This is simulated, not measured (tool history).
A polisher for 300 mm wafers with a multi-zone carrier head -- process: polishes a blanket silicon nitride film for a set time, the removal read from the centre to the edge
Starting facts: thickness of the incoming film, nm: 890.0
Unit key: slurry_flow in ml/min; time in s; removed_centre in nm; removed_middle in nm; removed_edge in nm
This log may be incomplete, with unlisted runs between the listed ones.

run 1 hour=0 | slurry_flow=190 centre_zone=1 middle_zone=1 edge_zone=1 time=69 | removed_centre=109.42 removed_middle=113.06 removed_edge=114.64
run 2 hour=3 | slurry_flow=190 centre_zone=1 middle_zone=1.03 edge_zone=1 time=69 | removed_centre=111.15 removed_middle=114.64 removed_edge=115.57
run 3 hour=7.9 | slurry_flow=190 centre_zone=1 middle_zone=1.1 edge_zone=1 time=69 | removed_centre=110.99 removed_middle=120.5 removed_edge=115.28
run 4 hour=8.7 | slurry_flow=190 centre_zone=1 middle_zone=1.1 edge_zone=1.08 time=69 | removed_centre=109.42 removed_middle=121.45 removed_edge=120.25
run 5 hour=11.9 | slurry_flow=190 centre_zone=1 middle_zone=1.13 edge_zone=1.08 time=69 | removed_centre=110.05 removed_middle=122.11 removed_edge=120.73
run 6 hour=20.8 | slurry_flow=190 centre_zone=1 middle_zone=1.13 edge_zone=1.08 time=58 | removed_centre=92.471 removed_middle=103.45 removed_edge=99.586
run 7 hour=29.3 | slurry_flow=195 centre_zone=1 middle_zone=1.14 edge_zone=1.09 time=61 | removed_centre=98.545 removed_middle=110.97 removed_edge=106.84

What does the tool deliver on the next run?
run 8 hour=31.4 | slurry_flow=200 centre_zone=0.99 middle_zone=1.14 edge_zone=1.1 time=64 | removed_centre=? removed_middle=? removed_edge=?

removed_centre: 100.72 nm
removed_middle: 113.83 nm
removed_edge: 113.15 nm
